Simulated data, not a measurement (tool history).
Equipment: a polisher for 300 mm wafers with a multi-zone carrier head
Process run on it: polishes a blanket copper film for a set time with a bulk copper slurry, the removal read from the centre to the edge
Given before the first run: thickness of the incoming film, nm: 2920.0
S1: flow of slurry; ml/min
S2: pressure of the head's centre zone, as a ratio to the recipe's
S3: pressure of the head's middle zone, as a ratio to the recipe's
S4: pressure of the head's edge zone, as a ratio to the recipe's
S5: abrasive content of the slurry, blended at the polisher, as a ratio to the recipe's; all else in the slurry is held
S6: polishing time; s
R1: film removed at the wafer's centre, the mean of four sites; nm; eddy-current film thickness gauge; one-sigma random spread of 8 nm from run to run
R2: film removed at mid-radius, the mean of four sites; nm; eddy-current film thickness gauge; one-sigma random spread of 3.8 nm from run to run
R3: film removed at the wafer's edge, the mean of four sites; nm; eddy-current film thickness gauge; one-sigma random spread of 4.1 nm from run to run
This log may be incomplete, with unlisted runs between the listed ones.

| run | hour | S1 | S2 | S3 | S4 | S5 | S6 | R1 | R2 | R3 |
|---|---|---|---|---|---|---|---|---|---|---|
| 1 | 0.0 | 180 | 1.00 | 1.00 | 1.00 | 1.00 | 72 | 854.11 | 833.30 | 863.02 |
| 2 | 6.9 | 170 | 1.01 | 0.95 | 0.95 | 0.85 | 72 | 828.63 | 775.25 | 809.41 |
| 3 | 12.9 | 170 | 1.01 | 0.95 | 0.95 | 0.95 | 72 | 827.10 | 783.20 | 830.35 |
| 4 | 18.9 | 160 | 1.02 | 0.91 | 0.92 | 0.80 | 72 | 815.05 | 718.36 | 782.76 |
| 5 | 25.4 | 160 | 1.02 | 0.91 | 0.96 | 0.80 | 72 | 803.75 | 725.15 | 805.96 |
| 6 | 26.0 | 150 | 1.02 | 0.89 | 0.92 | 0.70 | 72 | 797.09 | 684.71 | 768.09 |

Expected results for the next run?
| 7 | 30.2 | 145 | 1.01 | 0.88 | 0.89 | 0.65 | 72 | ? | ? | ? |

R1: 771.36 nm
R2: 677.85 nm
R3: 733.00 nm
